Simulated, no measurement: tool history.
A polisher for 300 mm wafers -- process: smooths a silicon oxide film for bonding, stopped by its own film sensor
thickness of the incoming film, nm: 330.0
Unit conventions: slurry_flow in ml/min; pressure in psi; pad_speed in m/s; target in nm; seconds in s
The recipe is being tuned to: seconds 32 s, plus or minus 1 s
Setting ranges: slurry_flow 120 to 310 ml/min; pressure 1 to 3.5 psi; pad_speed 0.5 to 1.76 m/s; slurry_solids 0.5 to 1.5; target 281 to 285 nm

| run | hour | slurry_flow | pressure | pad_speed | slurry_solids | target | seconds |
|---|---|---|---|---|---|---|---|
| 1 | 0 | 200 | 2.2 | 1.12 | 1 | 281 | 66.049 |
| 2 | 2.3 | 205 | 2.5 | 1.16 | 1 | 281 | 57.338 |
| 3 | 6.2 | 205 | 2.7 | 1.22 | 1 | 281 | 51.219 |
| 4 | 14.7 | 205 | 2.9 | 1.28 | 1 | 281 | 45.946 |
| 5 | 17.8 | 210 | 3 | 1.32 | 1 | 281 | 43.245 |
| 6 | 26.6 | 210 | 3.1 | 1.36 | 1 | 281 | 41.35 |
| 7 | 30.7 | 210 | 3.1 | 1.36 | 1 | 281 | 41.394 |
| 8 | 37.9 | 210 | 3.1 | 1.36 | 1 | 281 | 41.013 |
| 9 | 46.8 | 210 | 3.2 | 1.4 | 1 | 281 | 39.534 |
| 10 | 49.9 | 215 | 3.3 | 1.44 | 1 | 281 | 36.648 |
| 11 | 58.9 | 215 | 3.3 | 1.46 | 1 | 281 | 36.326 |
| 12 | 60.9 | 215 | 3.3 | 1.48 | 1 | 281 | 36.407 |

Which of these 4 next moves meets every target?
| A | 62.9 | 240 | 3 | 1.76 | 0.75 | 281 | ? |
| B | 62.9 | 270 | 3 | 1.58 | 1.15 | 285 | ? |
| C | 62.9 | 215 | 3.5 | 1.08 | 0.9 | 284 | ? |
| D | 62.9 | 250 | 2.8 | 1.58 | 0.8 | 281 | ? |

| move | seconds |
|---|---|
| A | 38.787 |
| B | 31.701 |
| C | 41.917 |
| D | 43.454 |
A: further off than the last run
B: hits every target within its allowed miss
C: further off than the last run
D: further off than the last run
B meets every target.
